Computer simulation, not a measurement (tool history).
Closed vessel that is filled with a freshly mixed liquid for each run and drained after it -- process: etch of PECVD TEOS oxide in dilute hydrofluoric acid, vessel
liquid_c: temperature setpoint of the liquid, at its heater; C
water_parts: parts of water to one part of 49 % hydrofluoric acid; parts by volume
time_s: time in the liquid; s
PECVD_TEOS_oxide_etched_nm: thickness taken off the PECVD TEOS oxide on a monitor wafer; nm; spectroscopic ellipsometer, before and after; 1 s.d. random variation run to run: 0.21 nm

run,day,liquid_c,water_parts,time_s,PECVD_TEOS_oxide_etched_nm
1,0,24,235,420,23.207
2,0.038,25.5,225,420,25.804
3,0.25,25.5,295,420,18.341
4,0.592,27,270,420,21.651
5,0.8,27,270,420,21.561
6,0.975,28,250,420,24.644
7,1.029,28,250,420,24.754
8,1.204,29,235,420,27.502
9,1.35,29.5,225,420,29.5
10,1.383,30,215,420,31.992

Run 11 comes next. What will it give?
11,1.583,32,180,420,?

PECVD_TEOS_oxide_etched_nm: 43.177 nm
